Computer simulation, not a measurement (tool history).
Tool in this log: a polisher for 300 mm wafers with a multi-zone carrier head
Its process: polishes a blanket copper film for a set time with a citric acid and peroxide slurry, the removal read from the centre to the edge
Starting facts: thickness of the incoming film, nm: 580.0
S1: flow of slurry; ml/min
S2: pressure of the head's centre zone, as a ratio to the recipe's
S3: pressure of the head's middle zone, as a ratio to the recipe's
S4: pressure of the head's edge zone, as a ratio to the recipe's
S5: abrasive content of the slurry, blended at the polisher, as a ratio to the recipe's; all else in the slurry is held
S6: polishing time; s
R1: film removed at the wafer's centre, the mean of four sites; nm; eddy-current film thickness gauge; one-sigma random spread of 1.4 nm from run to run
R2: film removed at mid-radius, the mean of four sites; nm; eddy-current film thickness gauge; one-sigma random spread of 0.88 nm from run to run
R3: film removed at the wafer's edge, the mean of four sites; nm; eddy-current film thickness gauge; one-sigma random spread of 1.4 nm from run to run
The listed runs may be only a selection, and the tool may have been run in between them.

run,hour,S1,S2,S3,S4,S5,S6,R1,R2,R3
1,0,270,1,1,1,1,41,129.97,134.46,129.85
2,1.3,295,1,1,1,1,41,128.64,133.77,130.75
3,8.9,290,0.99,0.97,0.98,0.85,40,120.31,122.98,121.69
4,13.3,250,0.99,0.97,0.98,0.85,40,117.68,121.13,123.89
# hour 17: centre zone pressure recalibrated
5,17,250,0.99,0.97,0.98,1.05,40,132.33,126.93,126.58
6,22,255,0.99,0.96,0.95,0.9,39,123.89,120.57,118.53
7,29.6,260,0.98,0.94,0.94,0.8,38,114.67,113.03,111.46

Run 8 has not been measured yet. What should we expect?
8,36.6,260,0.98,0.94,0.94,0.8,38,?,?,?

R1: 114.6 nm
R2: 111.92 nm
R3: 111.95 nm
